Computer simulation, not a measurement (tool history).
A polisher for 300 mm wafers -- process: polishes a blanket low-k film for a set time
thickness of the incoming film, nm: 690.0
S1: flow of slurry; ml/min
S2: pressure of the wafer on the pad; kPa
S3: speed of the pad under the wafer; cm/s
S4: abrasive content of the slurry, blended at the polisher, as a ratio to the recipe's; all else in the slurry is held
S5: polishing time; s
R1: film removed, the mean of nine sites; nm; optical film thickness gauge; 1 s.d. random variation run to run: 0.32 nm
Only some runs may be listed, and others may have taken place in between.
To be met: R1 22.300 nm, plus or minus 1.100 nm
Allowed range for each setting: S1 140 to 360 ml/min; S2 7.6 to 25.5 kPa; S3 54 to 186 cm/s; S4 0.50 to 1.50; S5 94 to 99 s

run 1 hour=0.0 | S1=230 S2=16.5 S3=118 S4=1.00 S5=94 | R1=60.189
run 2 hour=2.4 | S1=230 S2=14.5 S3=118 S4=1.00 S5=94 | R1=52.509
run 3 hour=7.8 | S1=230 S2=13.8 S3=112 S4=1.00 S5=94 | R1=47.330
run 4 hour=12.4 | S1=230 S2=13.1 S3=108 S4=1.00 S5=94 | R1=45.154
run 5 hour=20.9 | S1=230 S2=12.4 S3=102 S4=1.00 S5=94 | R1=40.843
run 6 hour=25.6 | S1=230 S2=12.4 S3=102 S4=1.00 S5=94 | R1=39.475
run 7 hour=32.0 | S1=230 S2=11.7 S3=98 S4=1.00 S5=94 | R1=36.755
run 8 hour=33.9 | S1=230 S2=11.0 S3=94 S4=1.00 S5=94 | R1=33.943
run 9 hour=41.6 | S1=230 S2=10.3 S3=92 S4=1.00 S5=94 | R1=31.180
run 10 hour=47.3 | S1=230 S2=10.3 S3=90 S4=1.00 S5=94 | R1=30.250
run 11 hour=55.1 | S1=230 S2=10.3 S3=88 S4=1.00 S5=94 | R1=30.613
run 12 hour=56.0 | S1=230 S2=10.3 S3=86 S4=1.00 S5=94 | R1=29.681
run 13 hour=56.7 | S1=230 S2=7.6 S3=68 S4=0.95 S5=94 | R1=17.979
run 14 hour=65.2 | S1=230 S2=7.6 S3=68 S4=0.95 S5=94 | R1=17.926
run 15 hour=71.4 | S1=230 S2=7.6 S3=68 S4=0.95 S5=94 | R1=17.855
run 16 hour=75.1 | S1=230 S2=9.0 S3=68 S4=0.95 S5=94 | R1=20.917

Exactly one of the 5 candidate moves below puts every result within its allowed miss. Which one?
run A hour=78.8 | S1=240 S2=11.0 S3=70 S4=0.70 S5=94 | R1=?
run B hour=78.8 | S1=225 S2=9.7 S3=62 S4=0.80 S5=99 | R1=?
run C hour=78.8 | S1=210 S2=9.0 S3=58 S4=1.05 S5=97 | R1=?
run D hour=78.8 | S1=265 S2=7.6 S3=82 S4=0.95 S5=99 | R1=?
run E hour=78.8 | S1=210 S2=9.0 S3=76 S4=0.80 S5=94 | R1=?

move=A R1=19.911
move=B R1=18.868
move=C R1=19.713
move=D R1=21.735
move=E R1=19.394
A: further off than the last run
B: further off than the last run
C: further off than the last run
D: each result inside its tolerance
E: further off than the last run
The move that meets every target is D.

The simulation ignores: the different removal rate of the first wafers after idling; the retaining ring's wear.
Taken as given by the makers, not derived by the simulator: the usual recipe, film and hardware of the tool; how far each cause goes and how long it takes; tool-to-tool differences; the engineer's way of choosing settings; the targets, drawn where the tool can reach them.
